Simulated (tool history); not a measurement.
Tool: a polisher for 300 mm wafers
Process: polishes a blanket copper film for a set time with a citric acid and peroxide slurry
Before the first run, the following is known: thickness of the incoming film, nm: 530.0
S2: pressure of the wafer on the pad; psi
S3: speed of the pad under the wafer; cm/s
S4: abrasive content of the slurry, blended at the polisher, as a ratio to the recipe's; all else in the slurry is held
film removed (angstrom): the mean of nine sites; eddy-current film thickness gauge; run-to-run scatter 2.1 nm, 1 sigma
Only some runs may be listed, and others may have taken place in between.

Run 1, day 0.000: flow of slurry (ml/min) 195, S2 2.3 psi, S3 114 cm/s, S4 1.0, polishing time (s) 114. Result: film removed (angstrom) 1887.2.
Run 2, day 0.117: flow of slurry (ml/min) 200, S2 2.4 psi, S3 114 cm/s, S4 1.0, polishing time (s) 114. Result: film removed (angstrom) 1963.2.
Run 3, day 0.250: flow of slurry (ml/min) 200, S2 2.2 psi, S3 114 cm/s, S4 1.0, polishing time (s) 114. Result: film removed (angstrom) 1779.3.
Run 4, day 0.346: flow of slurry (ml/min) 200, S2 2.2 psi, S3 114 cm/s, S4 1.0, polishing time (s) 114. Result: film removed (angstrom) 1801.9.
Run 5, day 0.708: flow of slurry (ml/min) 200, S2 2.3 psi, S3 114 cm/s, S4 1.0, polishing time (s) 114. Result: film removed (angstrom) 1876.4.
Run 6, day 0.975: flow of slurry (ml/min) 200, S2 2.4 psi, S3 114 cm/s, S4 1.0, polishing time (s) 114. Result: film removed (angstrom) 1955.5.
Run 7, day 1.283: flow of slurry (ml/min) 200, S2 2.5 psi, S3 114 cm/s, S4 1.0, polishing time (s) 114. Result: film removed (angstrom) 2027.1.

The next listed run, before its measurement:
Run 8, day 1.612: flow of slurry (ml/min) 200, S2 2.6 psi, S3 116 cm/s, S4 1.0, polishing time (s) 114. Result: film removed (angstrom) ?.

Run 8 produced film removed (angstrom) 2152.6.

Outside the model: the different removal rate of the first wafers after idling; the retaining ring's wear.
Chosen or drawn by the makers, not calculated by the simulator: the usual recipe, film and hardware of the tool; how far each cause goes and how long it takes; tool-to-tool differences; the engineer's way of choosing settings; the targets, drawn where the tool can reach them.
